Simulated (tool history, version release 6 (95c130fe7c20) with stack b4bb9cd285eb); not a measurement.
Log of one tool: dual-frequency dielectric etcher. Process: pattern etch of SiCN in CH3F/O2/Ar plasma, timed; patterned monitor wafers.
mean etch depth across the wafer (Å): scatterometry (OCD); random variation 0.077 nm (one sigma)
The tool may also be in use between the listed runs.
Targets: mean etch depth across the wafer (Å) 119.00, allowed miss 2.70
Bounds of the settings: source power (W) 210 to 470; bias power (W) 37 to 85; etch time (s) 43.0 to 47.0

| run | hour | source power (W) | bias power (W) | etch time (s) | mean etch depth across the wafer (Å) |
|---|---|---|---|---|---|
| 1 | 0.0 | 340 | 61 | 47.0 | 150.92 |
| 2 | 7.0 | 340 | 52 | 47.0 | 144.50 |
| 3 | 9.1 | 340 | 52 | 43.0 | 133.13 |
| 4 | 11.1 | 340 | 60 | 43.0 | 136.08 |
| 5 | 17.5 | 340 | 60 | 47.0 | 147.67 |
| 6 | 19.2 | 340 | 60 | 47.0 | 148.78 |
| 7 | 20.5 | 310 | 55 | 46.5 | 139.59 |
| 8 | 22.1 | 250 | 43 | 44.5 | 113.18 |

Which of these 4 next moves meets every target?
| A | 23.7 | 210 | 40 | 47.0 | ? |
| B | 23.7 | 240 | 41 | 43.0 | ? |
| C | 23.7 | 250 | 46 | 45.5 | ? |
| D | 23.7 | 240 | 37 | 45.0 | ? |

| move | mean etch depth across the wafer (Å) |
|---|---|
| A | 109.27 |
| B | 106.61 |
| C | 118.28 |
| D | 108.76 |
A: further off than the last run
B: further off than the last run
C: meets every target
D: further off than the last run
Answer: C

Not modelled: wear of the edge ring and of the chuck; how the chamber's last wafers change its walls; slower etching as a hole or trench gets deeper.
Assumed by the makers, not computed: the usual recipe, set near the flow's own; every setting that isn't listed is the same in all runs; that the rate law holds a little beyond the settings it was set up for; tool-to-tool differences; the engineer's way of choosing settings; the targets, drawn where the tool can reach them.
